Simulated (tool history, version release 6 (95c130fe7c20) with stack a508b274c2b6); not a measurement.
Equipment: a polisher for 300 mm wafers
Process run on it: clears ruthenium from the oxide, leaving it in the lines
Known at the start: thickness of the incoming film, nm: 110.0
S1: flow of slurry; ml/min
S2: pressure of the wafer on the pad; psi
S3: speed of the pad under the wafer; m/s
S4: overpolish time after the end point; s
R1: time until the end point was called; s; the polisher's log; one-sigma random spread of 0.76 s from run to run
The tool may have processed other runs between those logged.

Run 1, hour 0.0: S1 230 ml/min, S2 2.7 psi, S3 1.08 m/s, S4 11 s. Result: R1 63.699 s.
Run 2, hour 6.1: S1 230 ml/min, S2 2.8 psi, S3 1.08 m/s, S4 11 s. Result: R1 61.001 s.
Run 3, hour 6.8: S1 230 ml/min, S2 2.4 psi, S3 1.08 m/s, S4 11 s. Result: R1 70.956 s.
Run 4, hour 11.9: S1 230 ml/min, S2 2.6 psi, S3 1.08 m/s, S4 11 s. Result: R1 65.211 s.
Run 5, hour 13.9: S1 230 ml/min, S2 2.7 psi, S3 1.08 m/s, S4 11 s. Result: R1 63.986 s.
Run 6, hour 19.2: S1 185 ml/min, S2 2.7 psi, S3 1.08 m/s, S4 11 s. Result: R1 63.901 s.

Run 7 is up next; what results do you expect?
Run 7, hour 26.7: S1 185 ml/min, S2 3.4 psi, S3 1.14 m/s, S4 11 s. Result: R1 ?.

Run 7 gave R1 50.403 s.
